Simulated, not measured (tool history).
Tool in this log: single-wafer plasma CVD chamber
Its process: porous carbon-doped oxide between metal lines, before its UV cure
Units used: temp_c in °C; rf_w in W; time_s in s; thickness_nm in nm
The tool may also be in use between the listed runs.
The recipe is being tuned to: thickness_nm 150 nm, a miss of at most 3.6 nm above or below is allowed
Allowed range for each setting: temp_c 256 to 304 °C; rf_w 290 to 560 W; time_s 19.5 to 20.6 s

run,hour,temp_c,rf_w,time_s,thickness_nm
1,0,280,425,20.6,118.95
2,5.3,280,465,20.6,129.04
3,13.5,280,415,20.6,116.37
4,19.3,277,425,20.6,120.96
5,25.2,275,435,20.6,125.98
6,31.2,275,495,20.6,140.96
7,33.7,274,495,20.6,141.4
8,39.5,273,495,20.6,142.12
9,46.7,273,495,20.6,143.83
10,52.3,272,495,20.6,143.99

Which single option among these 4 for the next run brings every result within its allowed miss of target? Just one does.
A,57.9,270,500,20.1,?
B,57.9,270,545,20.6,?
C,57.9,274,510,20.3,?
D,57.9,263,510,19.7,?

move,thickness_nm
A,142.66
B,156.34
C,142.42
D,149.21
A: moves away from the targets compared with the last run
B: moves the result that the last run missed by most past its target, out the other side
C: moves away from the targets compared with the last run
D: every result lands within tolerance
Go with D: it meets all targets.
